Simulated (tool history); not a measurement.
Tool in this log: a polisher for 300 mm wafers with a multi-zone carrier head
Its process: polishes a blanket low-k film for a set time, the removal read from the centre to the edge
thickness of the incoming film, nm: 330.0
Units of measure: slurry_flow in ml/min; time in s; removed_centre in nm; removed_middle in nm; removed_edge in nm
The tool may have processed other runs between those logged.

Run 1, hour 0.0: slurry_flow 175 ml/min, centre_zone 1.00, middle_zone 1.00, edge_zone 1.00, slurry_solids 1.00, time 43 s. Result: removed_centre 17.646 nm, removed_middle 16.906 nm, removed_edge 17.549 nm.
Run 2, hour 1.6: slurry_flow 185 ml/min, centre_zone 1.01, middle_zone 1.00, edge_zone 1.03, slurry_solids 1.05, time 43 s. Result: removed_centre 18.480 nm, removed_middle 17.719 nm, removed_edge 17.981 nm.
Run 3, hour 3.6: slurry_flow 185 ml/min, centre_zone 1.01, middle_zone 1.00, edge_zone 1.03, slurry_solids 0.90, time 43 s. Result: removed_centre 17.046 nm, removed_middle 16.499 nm, removed_edge 16.892 nm.
Run 4, hour 7.5: slurry_flow 150 ml/min, centre_zone 1.01, middle_zone 1.00, edge_zone 1.03, slurry_solids 0.90, time 43 s. Result: removed_centre 16.421 nm, removed_middle 16.028 nm, removed_edge 16.492 nm.
Run 5, hour 15.8: slurry_flow 150 ml/min, centre_zone 1.01, middle_zone 1.00, edge_zone 1.03, slurry_solids 0.90, time 36 s. Result: removed_centre 13.546 nm, removed_middle 13.237 nm, removed_edge 13.765 nm.
Run 6, hour 22.7: slurry_flow 155 ml/min, centre_zone 1.00, middle_zone 0.99, edge_zone 1.05, slurry_solids 1.00, time 37 s. Result: removed_centre 14.662 nm, removed_middle 14.341 nm, removed_edge 15.110 nm.
Run 7, hour 27.9: slurry_flow 160 ml/min, centre_zone 1.00, middle_zone 0.98, edge_zone 1.07, slurry_solids 1.10, time 38 s. Result: removed_centre 16.001 nm, removed_middle 15.492 nm, removed_edge 16.524 nm.
Run 8, hour 33.8: slurry_flow 165 ml/min, centre_zone 1.00, middle_zone 0.98, edge_zone 1.09, slurry_solids 1.20, time 38 s. Result: removed_centre 16.658 nm, removed_middle 16.393 nm, removed_edge 17.337 nm.
Run 9, hour 39.0: slurry_flow 190 ml/min, centre_zone 1.04, middle_zone 0.93, edge_zone 1.19, slurry_solids 1.45, time 42 s. Result: removed_centre 21.185 nm, removed_middle 19.005 nm, removed_edge 22.255 nm.
Run 10, hour 42.2: slurry_flow 195 ml/min, centre_zone 1.04, middle_zone 0.94, edge_zone 1.19, slurry_solids 1.45, time 42 s. Result: removed_centre 21.201 nm, removed_middle 18.945 nm, removed_edge 21.708 nm.

What does the tool deliver on the next run?
Run 11, hour 47.9: slurry_flow 195 ml/min, centre_zone 1.04, middle_zone 0.95, edge_zone 1.19, slurry_solids 1.45, time 42 s. Result: removed_centre ?, removed_middle ?, removed_edge ?.

removed_centre: 21.187 nm
removed_middle: 19.216 nm
removed_edge: 22.086 nm

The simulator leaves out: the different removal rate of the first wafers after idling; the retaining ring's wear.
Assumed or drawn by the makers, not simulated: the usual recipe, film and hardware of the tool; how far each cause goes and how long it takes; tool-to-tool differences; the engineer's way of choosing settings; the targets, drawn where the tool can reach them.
